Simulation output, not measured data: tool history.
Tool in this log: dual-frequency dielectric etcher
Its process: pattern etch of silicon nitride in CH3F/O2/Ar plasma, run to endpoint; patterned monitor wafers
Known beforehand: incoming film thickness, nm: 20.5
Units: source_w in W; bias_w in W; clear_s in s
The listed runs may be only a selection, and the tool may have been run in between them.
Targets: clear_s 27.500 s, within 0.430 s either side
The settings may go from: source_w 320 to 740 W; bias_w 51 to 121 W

run,hour,source_w,bias_w,clear_s
1,0.0,530,86,25.498
2,5.7,520,86,25.481
3,11.4,510,86,25.747
4,18.1,500,86,26.247
5,26.2,470,86,26.774
6,28.2,550,86,25.282
7,36.0,540,86,25.619
8,42.7,530,86,25.642
9,46.4,430,83,28.253

Which one of the following 4 next-run settings gets every result inside its allowed miss? There is exactly one.
A,50.1,420,79,?
B,50.1,440,86,?
C,50.1,420,78,?
D,50.1,460,77,?

move,clear_s
A,29.015
B,27.432
C,29.176
D,28.259
A: moves away from the targets compared with the last run
B: every result within its allowed miss
C: moves away from the targets compared with the last run
D: as far off as the last run
So the answer is move B, the one that meets all the targets.

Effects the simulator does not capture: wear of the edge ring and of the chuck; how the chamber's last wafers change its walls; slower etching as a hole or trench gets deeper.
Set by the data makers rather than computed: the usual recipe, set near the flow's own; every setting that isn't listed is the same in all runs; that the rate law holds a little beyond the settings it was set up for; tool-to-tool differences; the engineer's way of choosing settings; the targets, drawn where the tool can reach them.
